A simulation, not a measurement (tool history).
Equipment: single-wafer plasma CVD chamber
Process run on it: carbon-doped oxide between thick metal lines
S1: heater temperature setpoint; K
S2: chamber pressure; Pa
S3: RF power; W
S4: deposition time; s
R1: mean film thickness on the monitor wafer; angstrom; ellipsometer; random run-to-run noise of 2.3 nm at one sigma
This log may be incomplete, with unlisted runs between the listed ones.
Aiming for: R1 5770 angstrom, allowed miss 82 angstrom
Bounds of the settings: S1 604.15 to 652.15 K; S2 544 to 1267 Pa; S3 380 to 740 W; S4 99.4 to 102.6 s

{"run": 1, "day": 0.0, "S1": 628.15, "S2": 905, "S3": 560, "S4": 99.4, "R1": 4949.9}
{"run": 2, "day": 0.279, "S1": 628.15, "S2": 905, "S3": 560, "S4": 102.6, "R1": 5140}
{"run": 3, "day": 0.458, "S1": 635.15, "S2": 905, "S3": 560, "S4": 102.6, "R1": 5016.4}
{"run": 4, "day": 0.525, "S1": 630.15, "S2": 949, "S3": 570, "S4": 102.6, "R1": 5194.7}
{"run": 5, "day": 0.804, "S1": 630.15, "S2": 949, "S3": 510, "S4": 102.6, "R1": 4801.9}
{"run": 6, "day": 1.092, "S1": 626.15, "S2": 979, "S3": 530, "S4": 102.6, "R1": 4989.4}
{"run": 7, "day": 1.446, "S1": 623.15, "S2": 995, "S3": 550, "S4": 102.6, "R1": 5141.8}
{"run": 8, "day": 1.758, "S1": 621.15, "S2": 1003, "S3": 565, "S4": 102.6, "R1": 5250.9}
{"day": 1.946, "done": "RF generator calibrated"}
{"run": 9, "day": 1.946, "S1": 619.15, "S2": 1009, "S3": 580, "S4": 102.6, "R1": 5548.3}
{"run": 10, "day": 2.179, "S1": 617.15, "S2": 1016, "S3": 580, "S4": 102.6, "R1": 5591.8}
{"run": 11, "day": 2.396, "S1": 616.15, "S2": 1019, "S3": 580, "S4": 102.6, "R1": 5573.5}

Pick the move, out of 4, that brings all results within their allowed miss; only one does.
{"run": "A", "day": 2.612, "S1": 609.15, "S2": 1133, "S3": 555, "S4": 102.3, "R1": "?"}
{"run": "B", "day": 2.612, "S1": 614.15, "S2": 941, "S3": 555, "S4": 100.1, "R1": "?"}
{"run": "C", "day": 2.612, "S1": 609.15, "S2": 1004, "S3": 610, "S4": 100.5, "R1": "?"}
{"run": "D", "day": 2.612, "S1": 619.15, "S2": 1073, "S3": 550, "S4": 102.6, "R1": "?"}

move=A R1=5580
move=B R1=5326.8
move=C R1=5742
move=D R1=5415.5
A: as far off as the last run
B: the biggest miss grows against the last run
C: hits every target within its allowed miss
D: the biggest miss grows against the last run
C is the move that brings every result within its allowed miss.
